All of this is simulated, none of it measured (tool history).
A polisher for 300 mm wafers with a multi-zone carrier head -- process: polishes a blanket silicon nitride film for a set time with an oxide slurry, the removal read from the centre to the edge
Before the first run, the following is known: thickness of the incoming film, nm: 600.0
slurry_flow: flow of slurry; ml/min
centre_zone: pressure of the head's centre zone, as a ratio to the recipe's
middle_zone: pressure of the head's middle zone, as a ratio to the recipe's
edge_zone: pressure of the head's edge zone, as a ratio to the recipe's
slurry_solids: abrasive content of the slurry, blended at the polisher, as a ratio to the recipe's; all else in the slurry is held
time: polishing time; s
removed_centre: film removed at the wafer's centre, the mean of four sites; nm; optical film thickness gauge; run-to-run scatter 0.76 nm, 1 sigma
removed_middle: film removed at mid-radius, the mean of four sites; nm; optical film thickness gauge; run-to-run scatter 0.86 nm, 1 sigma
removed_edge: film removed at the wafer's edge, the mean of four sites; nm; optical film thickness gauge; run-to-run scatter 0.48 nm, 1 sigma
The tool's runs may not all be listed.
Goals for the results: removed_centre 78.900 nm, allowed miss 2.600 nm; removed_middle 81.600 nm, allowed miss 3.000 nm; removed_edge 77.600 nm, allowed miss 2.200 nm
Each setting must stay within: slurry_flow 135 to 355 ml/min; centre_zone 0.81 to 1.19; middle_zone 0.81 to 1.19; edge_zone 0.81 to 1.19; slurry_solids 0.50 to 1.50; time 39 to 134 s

Run 1, hour 0.0: slurry_flow 225 ml/min, centre_zone 1.00, middle_zone 1.00, edge_zone 1.00, slurry_solids 1.00, time 86 s. Result: removed_centre 63.492 nm, removed_middle 64.283 nm, removed_edge 65.170 nm.
Run 2, hour 4.6: slurry_flow 225 ml/min, centre_zone 1.00, middle_zone 0.95, edge_zone 1.00, slurry_solids 1.00, time 86 s. Result: removed_centre 63.522 nm, removed_middle 61.513 nm, removed_edge 63.797 nm.
Run 3, hour 9.7: slurry_flow 235 ml/min, centre_zone 1.02, middle_zone 0.98, edge_zone 1.01, slurry_solids 1.00, time 86 s. Result: removed_centre 64.839 nm, removed_middle 63.456 nm, removed_edge 65.352 nm.
Run 4, hour 13.9: slurry_flow 235 ml/min, centre_zone 1.02, middle_zone 1.04, edge_zone 1.01, slurry_solids 1.00, time 86 s. Result: removed_centre 64.818 nm, removed_middle 66.903 nm, removed_edge 65.637 nm.
Run 5, hour 19.8: slurry_flow 240 ml/min, centre_zone 1.04, middle_zone 1.06, edge_zone 1.03, slurry_solids 1.00, time 86 s. Result: removed_centre 67.002 nm, removed_middle 67.706 nm, removed_edge 65.452 nm.
Run 6, hour 27.4: slurry_flow 245 ml/min, centre_zone 1.04, middle_zone 1.07, edge_zone 1.04, slurry_solids 1.05, time 86 s. Result: removed_centre 68.302 nm, removed_middle 69.729 nm, removed_edge 67.239 nm.
Run 7, hour 33.7: slurry_flow 245 ml/min, centre_zone 1.04, middle_zone 1.08, edge_zone 1.05, slurry_solids 1.10, time 86 s. Result: removed_centre 68.961 nm, removed_middle 71.729 nm, removed_edge 67.980 nm.
Run 8, hour 34.7: slurry_flow 250 ml/min, centre_zone 1.04, middle_zone 1.08, edge_zone 1.06, slurry_solids 1.15, time 86 s. Result: removed_centre 69.883 nm, removed_middle 73.615 nm, removed_edge 70.655 nm.

Consider the 5 candidate settings below. Which is the only one whose results all fall within their allowed miss of target?
Run A, hour 35.7: slurry_flow 190 ml/min, centre_zone 0.81, middle_zone 1.01, edge_zone 1.07, slurry_solids 1.05, time 99 s. Result: removed_centre ?, removed_middle ?, removed_edge ?.
Run B, hour 35.7: slurry_flow 330 ml/min, centre_zone 1.10, middle_zone 1.02, edge_zone 1.17, slurry_solids 1.40, time 83 s. Result: removed_centre ?, removed_middle ?, removed_edge ?.
Run C, hour 35.7: slurry_flow 335 ml/min, centre_zone 1.08, middle_zone 1.13, edge_zone 1.12, slurry_solids 1.30, time 86 s. Result: removed_centre ?, removed_middle ?, removed_edge ?.
Run D, hour 35.7: slurry_flow 235 ml/min, centre_zone 1.01, middle_zone 1.17, edge_zone 1.00, slurry_solids 1.00, time 95 s. Result: removed_centre ?, removed_middle ?, removed_edge ?.
Run E, hour 35.7: slurry_flow 230 ml/min, centre_zone 0.95, middle_zone 1.19, edge_zone 1.02, slurry_solids 1.35, time 78 s. Result: removed_centre ?, removed_middle ?, removed_edge ?.

move  removed_centre  removed_middle  removed_edge
   A          57.801          73.462        76.711
   B          78.777          73.433        78.340
   C          78.354          81.137        77.396
   D          70.667          81.041        71.509
   E          60.390          74.789        65.670
A: lands further from the targets than the last run did
B: the worst result of the last run now meets its target, but another is out of spec
C: all results land within tolerance of their targets
D: better than the last run, though not everything is in spec
E: lands further from the targets than the last run did
C is the move that brings every result within its allowed miss.
